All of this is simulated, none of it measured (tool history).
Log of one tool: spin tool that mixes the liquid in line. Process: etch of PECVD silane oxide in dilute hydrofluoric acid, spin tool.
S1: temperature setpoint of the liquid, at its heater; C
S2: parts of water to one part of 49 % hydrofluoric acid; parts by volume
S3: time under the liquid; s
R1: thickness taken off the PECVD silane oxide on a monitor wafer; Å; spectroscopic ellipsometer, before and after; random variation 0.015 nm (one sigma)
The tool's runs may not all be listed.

{"run": 1, "hour": 0.0, "S1": 25.0, "S2": 280, "S3": 20, "R1": 32.343}
{"run": 2, "hour": 1.7, "S1": 25.0, "S2": 280, "S3": 20, "R1": 32.79}
{"run": 3, "hour": 5.0, "S1": 25.0, "S2": 280, "S3": 20, "R1": 32.604}
{"run": 4, "hour": 11.9, "S1": 22.5, "S2": 280, "S3": 20, "R1": 30.078}
{"run": 5, "hour": 19.2, "S1": 22.0, "S2": 290, "S3": 20, "R1": 27.84}
{"run": 6, "hour": 23.7, "S1": 21.5, "S2": 295, "S3": 20, "R1": 27.212}
{"run": 7, "hour": 26.5, "S1": 21.0, "S2": 300, "S3": 20, "R1": 25.859}

Run 8 comes next. What will it give?
{"run": 8, "hour": 28.9, "S1": 20.5, "S2": 305, "S3": 20, "R1": "?"}

{"run 8": {"R1": 25.101}}

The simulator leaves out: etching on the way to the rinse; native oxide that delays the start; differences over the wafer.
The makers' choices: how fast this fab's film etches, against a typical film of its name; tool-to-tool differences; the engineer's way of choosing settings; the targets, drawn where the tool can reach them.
